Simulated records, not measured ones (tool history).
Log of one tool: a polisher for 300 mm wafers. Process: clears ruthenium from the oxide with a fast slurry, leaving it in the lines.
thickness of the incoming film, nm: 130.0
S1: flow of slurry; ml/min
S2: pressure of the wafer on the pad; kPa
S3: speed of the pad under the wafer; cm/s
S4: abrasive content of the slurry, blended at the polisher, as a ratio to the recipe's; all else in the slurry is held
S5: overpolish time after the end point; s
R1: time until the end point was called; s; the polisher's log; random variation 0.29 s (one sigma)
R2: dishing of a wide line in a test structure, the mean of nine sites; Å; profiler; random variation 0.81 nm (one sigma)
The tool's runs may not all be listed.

run 1 hour=0.0 | S1=230 S2=24.1 S3=110 S4=1.0 S5=13 | R1=26.699 R2=454.03
run 2 hour=6.0 | S1=230 S2=21.4 S3=110 S4=1.0 S5=13 | R1=28.581 R2=417.43
run 3 hour=9.3 | S1=285 S2=21.4 S3=110 S4=1.0 S5=13 | R1=28.646 R2=423.81
run 4 hour=17.1 | S1=285 S2=21.4 S3=110 S4=1.0 S5=10 | R1=28.686 R2=329.82
run 5 hour=25.4 | S1=285 S2=23.4 S3=110 S4=1.0 S5=10 | R1=26.052 R2=350.10
run 6 hour=31.4 | S1=285 S2=23.4 S3=110 S4=1.0 S5=6 | R1=26.022 R2=220.21
run 7 hour=36.0 | S1=285 S2=24.8 S3=112 S4=1.0 S5=7 | R1=23.050 R2=274.16
run 8 hour=38.7 | S1=285 S2=24.8 S3=112 S4=1.0 S5=7 | R1=24.096 R2=275.05
run 9 hour=42.9 | S1=285 S2=26.2 S3=112 S4=1.0 S5=7 | R1=23.542 R2=297.95
run 10 hour=47.1 | S1=285 S2=27.6 S3=112 S4=1.0 S5=7 | R1=22.043 R2=304.70
run 11 hour=56.0 | S1=285 S2=27.6 S3=112 S4=1.0 S5=7 | R1=21.692 R2=315.32
run 12 hour=64.1 | S1=285 S2=29.0 S3=112 S4=1.0 S5=7 | R1=20.477 R2=315.13

Forecast run 13:
run 13 hour=71.5 | S1=285 S2=29.6 S3=112 S4=1.0 S5=7 | R1=? R2=?

Run 13 gave R1 20.292 s, R2 322.87 Å.

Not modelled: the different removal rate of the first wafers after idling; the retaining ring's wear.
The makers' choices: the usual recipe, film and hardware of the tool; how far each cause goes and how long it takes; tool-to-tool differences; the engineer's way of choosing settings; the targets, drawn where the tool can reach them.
